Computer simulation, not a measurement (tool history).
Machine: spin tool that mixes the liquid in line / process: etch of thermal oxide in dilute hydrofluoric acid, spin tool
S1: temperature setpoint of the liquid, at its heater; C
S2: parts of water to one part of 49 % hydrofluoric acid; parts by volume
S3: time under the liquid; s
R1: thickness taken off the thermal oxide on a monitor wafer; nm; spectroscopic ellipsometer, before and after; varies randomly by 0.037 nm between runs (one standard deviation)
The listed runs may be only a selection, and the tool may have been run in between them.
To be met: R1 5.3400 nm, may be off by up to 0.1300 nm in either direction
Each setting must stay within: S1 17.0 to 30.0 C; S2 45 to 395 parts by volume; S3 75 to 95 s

run,hour,S1,S2,S3,R1
1,0.0,22.0,220,95,1.6578
2,1.9,22.0,220,95,1.6945
3,4.5,24.5,220,95,1.8133
4,6.7,26.0,165,95,2.7385
5,15.1,23.0,165,95,2.4335
6,22.3,25.0,135,95,3.2964
7,25.5,26.5,120,95,4.0646
8,26.9,27.5,115,95,4.3904
9,34.8,28.5,110,95,4.7837
10,37.3,29.0,110,95,4.9522
11,43.7,29.5,110,95,5.0105

Next run, 4 choices. One meets every target within its allowed miss, the rest don't. Which?
A,50.1,28.0,95,95,?
B,50.1,30.0,105,95,?
C,50.1,30.0,120,95,?
D,50.1,30.0,100,95,?

move,R1
A,5.5976
B,5.3877
C,4.6173
D,5.6970
A: takes the result that was furthest off past its target
B: in spec on every target
C: moves away from the targets compared with the last run
D: takes the result that was furthest off past its target
The move that meets every target is B.
